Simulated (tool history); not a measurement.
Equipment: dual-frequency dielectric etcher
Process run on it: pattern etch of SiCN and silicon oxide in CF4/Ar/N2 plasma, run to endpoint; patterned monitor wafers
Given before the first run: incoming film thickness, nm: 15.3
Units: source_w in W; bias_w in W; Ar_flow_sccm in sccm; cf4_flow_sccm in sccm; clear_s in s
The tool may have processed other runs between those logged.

Run 1, hour 0: source_w 350 W, bias_w 64 W, Ar_flow_sccm 113 sccm, cf4_flow_sccm 64 sccm. Result: clear_s 20.903 s.
Run 2, hour 2.4: source_w 350 W, bias_w 56 W, Ar_flow_sccm 113 sccm, cf4_flow_sccm 64 sccm. Result: clear_s 22.427 s.
Run 3, hour 9.5: source_w 350 W, bias_w 56 W, Ar_flow_sccm 126 sccm, cf4_flow_sccm 64 sccm. Result: clear_s 22.856 s.
Run 4, hour 12.1: source_w 350 W, bias_w 56 W, Ar_flow_sccm 135 sccm, cf4_flow_sccm 64 sccm. Result: clear_s 23.094 s.
Run 5, hour 18.8: source_w 370 W, bias_w 56 W, Ar_flow_sccm 135 sccm, cf4_flow_sccm 64 sccm. Result: clear_s 21.741 s.
Run 6, hour 19.9: source_w 370 W, bias_w 56 W, Ar_flow_sccm 151 sccm, cf4_flow_sccm 64 sccm. Result: clear_s 22.711 s.
Run 7, hour 22: source_w 390 W, bias_w 56 W, Ar_flow_sccm 151 sccm, cf4_flow_sccm 64 sccm. Result: clear_s 21.463 s.
Run 8, hour 24.1: source_w 400 W, bias_w 56 W, Ar_flow_sccm 151 sccm, cf4_flow_sccm 64 sccm. Result: clear_s 20.635 s.
Run 9, hour 24.7: source_w 400 W, bias_w 56 W, Ar_flow_sccm 151 sccm, cf4_flow_sccm 64 sccm. Result: clear_s 20.608 s.

Expected results for the next run?
Run 10, hour 28.4: source_w 410 W, bias_w 56 W, Ar_flow_sccm 151 sccm, cf4_flow_sccm 64 sccm. Result: clear_s ?.

clear_s: 20.155 s
